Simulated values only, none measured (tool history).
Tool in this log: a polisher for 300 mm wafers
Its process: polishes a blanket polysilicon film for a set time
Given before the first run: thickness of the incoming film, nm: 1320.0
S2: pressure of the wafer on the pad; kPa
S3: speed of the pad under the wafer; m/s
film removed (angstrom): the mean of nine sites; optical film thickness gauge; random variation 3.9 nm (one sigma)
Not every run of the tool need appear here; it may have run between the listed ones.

Run 1, hour 0.0: flow of slurry (ml/min) 300, S2 21.4 kPa, S3 0.76 m/s, polishing time (s) 32. Result: film removed (angstrom) 1935.7.
Run 2, hour 3.9: flow of slurry (ml/min) 300, S2 21.4 kPa, S3 0.76 m/s, polishing time (s) 28. Result: film removed (angstrom) 1672.3.
Run 3, hour 12.3: flow of slurry (ml/min) 300, S2 22.8 kPa, S3 0.76 m/s, polishing time (s) 28. Result: film removed (angstrom) 1802.5.
Run 4, hour 21.2: flow of slurry (ml/min) 260, S2 22.8 kPa, S3 0.76 m/s, polishing time (s) 28. Result: film removed (angstrom) 1746.9.
Run 5, hour 28.1: flow of slurry (ml/min) 265, S2 23.4 kPa, S3 0.76 m/s, polishing time (s) 28. Result: film removed (angstrom) 1789.1.
Run 6, hour 34.0: flow of slurry (ml/min) 200, S2 23.4 kPa, S3 0.76 m/s, polishing time (s) 28. Result: film removed (angstrom) 1754.0.
Run 7, hour 39.9: flow of slurry (ml/min) 200, S2 24.8 kPa, S3 0.76 m/s, polishing time (s) 28. Result: film removed (angstrom) 1841.2.

The next listed run, before its measurement:
Run 8, hour 44.3: flow of slurry (ml/min) 200, S2 25.5 kPa, S3 0.76 m/s, polishing time (s) 28. Result: film removed (angstrom) ?.

film removed (angstrom): 1935.8
